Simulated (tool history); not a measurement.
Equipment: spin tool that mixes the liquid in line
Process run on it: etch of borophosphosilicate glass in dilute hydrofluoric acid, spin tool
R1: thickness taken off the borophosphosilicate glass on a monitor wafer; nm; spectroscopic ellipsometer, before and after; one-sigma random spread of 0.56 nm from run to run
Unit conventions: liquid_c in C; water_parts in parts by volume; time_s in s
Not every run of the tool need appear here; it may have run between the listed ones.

{"run": 1, "hour": 0.0, "liquid_c": 25.0, "water_parts": 135, "time_s": 130, "R1": 47.803}
{"run": 2, "hour": 5.1, "liquid_c": 26.0, "water_parts": 125, "time_s": 130, "R1": 54.469}
{"run": 3, "hour": 11.3, "liquid_c": 27.0, "water_parts": 120, "time_s": 130, "R1": 59.452}
{"run": 4, "hour": 12.2, "liquid_c": 23.5, "water_parts": 120, "time_s": 130, "R1": 51.839}
{"run": 5, "hour": 16.0, "liquid_c": 25.0, "water_parts": 115, "time_s": 130, "R1": 57.802}
{"run": 6, "hour": 17.1, "liquid_c": 26.0, "water_parts": 110, "time_s": 130, "R1": 63.254}
{"run": 7, "hour": 19.0, "liquid_c": 27.0, "water_parts": 105, "time_s": 130, "R1": 68.476}
{"run": 8, "hour": 27.9, "liquid_c": 28.0, "water_parts": 105, "time_s": 130, "R1": 71.95}
{"run": 9, "hour": 36.2, "liquid_c": 29.0, "water_parts": 105, "time_s": 130, "R1": 74.713}
{"run": 10, "hour": 40.9, "liquid_c": 29.5, "water_parts": 105, "time_s": 130, "R1": 75.921}

Run 11 is up next; what results do you expect?
{"run": 11, "hour": 45.0, "liquid_c": 33.0, "water_parts": 90, "time_s": 130, "R1": "?"}

For run 11 the tool returned R1 102.860 nm.
